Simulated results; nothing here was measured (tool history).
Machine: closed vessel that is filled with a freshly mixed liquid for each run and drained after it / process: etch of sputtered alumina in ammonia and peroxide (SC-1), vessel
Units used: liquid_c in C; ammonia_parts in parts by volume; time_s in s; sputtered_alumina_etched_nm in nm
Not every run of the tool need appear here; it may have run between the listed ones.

{"run": 1, "hour": 0.0, "liquid_c": 56.0, "ammonia_parts": 0.65, "time_s": 640, "sputtered_alumina_etched_nm": 64.241}
{"run": 2, "hour": 3.9, "liquid_c": 57.5, "ammonia_parts": 0.65, "time_s": 640, "sputtered_alumina_etched_nm": 70.359}
{"run": 3, "hour": 12.9, "liquid_c": 58.5, "ammonia_parts": 0.65, "time_s": 640, "sputtered_alumina_etched_nm": 73.201}
{"run": 4, "hour": 16.5, "liquid_c": 59.0, "ammonia_parts": 0.65, "time_s": 640, "sputtered_alumina_etched_nm": 74.866}
{"run": 5, "hour": 18.9, "liquid_c": 59.5, "ammonia_parts": 0.65, "time_s": 640, "sputtered_alumina_etched_nm": 77.308}
{"run": 6, "hour": 25.9, "liquid_c": 59.5, "ammonia_parts": 0.65, "time_s": 640, "sputtered_alumina_etched_nm": 76.786}
{"run": 7, "hour": 31.5, "liquid_c": 60.0, "ammonia_parts": 0.65, "time_s": 640, "sputtered_alumina_etched_nm": 78.606}

What does the tool deliver on the next run?
{"run": 8, "hour": 38.1, "liquid_c": 60.5, "ammonia_parts": 0.65, "time_s": 640, "sputtered_alumina_etched_nm": "?"}

sputtered_alumina_etched_nm: 80.297 nm
